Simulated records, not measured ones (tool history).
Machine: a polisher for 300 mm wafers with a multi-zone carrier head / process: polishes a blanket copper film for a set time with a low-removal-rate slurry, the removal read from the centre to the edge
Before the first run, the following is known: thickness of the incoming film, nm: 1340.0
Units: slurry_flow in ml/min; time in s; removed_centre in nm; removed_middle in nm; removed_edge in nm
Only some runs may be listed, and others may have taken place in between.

run 1 day=0.000 | slurry_flow=260 centre_zone=1.00 middle_zone=1.00 edge_zone=1.00 slurry_solids=1.00 time=60 | removed_centre=108.730 removed_middle=113.590 removed_edge=107.030
run 2 day=0.238 | slurry_flow=260 centre_zone=1.00 middle_zone=0.92 edge_zone=1.00 slurry_solids=1.00 time=60 | removed_centre=110.320 removed_middle=102.690 removed_edge=107.330
run 3 day=0.604 | slurry_flow=260 centre_zone=1.04 middle_zone=0.92 edge_zone=1.00 slurry_solids=1.00 time=60 | removed_centre=116.550 removed_middle=104.980 removed_edge=107.130
run 4 day=0.933 | slurry_flow=260 centre_zone=1.02 middle_zone=0.93 edge_zone=0.99 slurry_solids=0.95 time=58 | removed_centre=107.180 removed_middle=101.860 removed_edge=103.750
run 5 day=1.225 | slurry_flow=260 centre_zone=1.02 middle_zone=0.94 edge_zone=0.98 slurry_solids=0.90 time=56 | removed_centre=102.100 removed_middle=96.899 removed_edge=99.195
run 6 day=1.300 | slurry_flow=260 centre_zone=1.01 middle_zone=0.96 edge_zone=0.97 slurry_solids=0.85 time=54 | removed_centre=97.446 removed_middle=94.151 removed_edge=93.181
run 7 day=1.354 | slurry_flow=260 centre_zone=0.99 middle_zone=0.97 edge_zone=0.96 slurry_solids=0.80 time=53 | removed_centre=92.717 removed_middle=94.694 removed_edge=89.841
run 8 day=1.675 | slurry_flow=255 centre_zone=0.97 middle_zone=0.97 edge_zone=0.96 slurry_solids=0.75 time=52 | removed_centre=88.196 removed_middle=89.086 removed_edge=86.306
run 9 day=2.038 | slurry_flow=255 centre_zone=0.95 middle_zone=0.98 edge_zone=0.96 slurry_solids=0.75 time=51 | removed_centre=83.170 removed_middle=91.244 removed_edge=85.551

What does the tool deliver on the next run?
run 10 day=2.333 | slurry_flow=245 centre_zone=0.85 middle_zone=0.94 edge_zone=0.86 slurry_solids=0.50 time=42 | removed_centre=? removed_middle=? removed_edge=?

{"run 10": {"removed_centre": 58.703, "removed_middle": 66.324, "removed_edge": 62.815}}
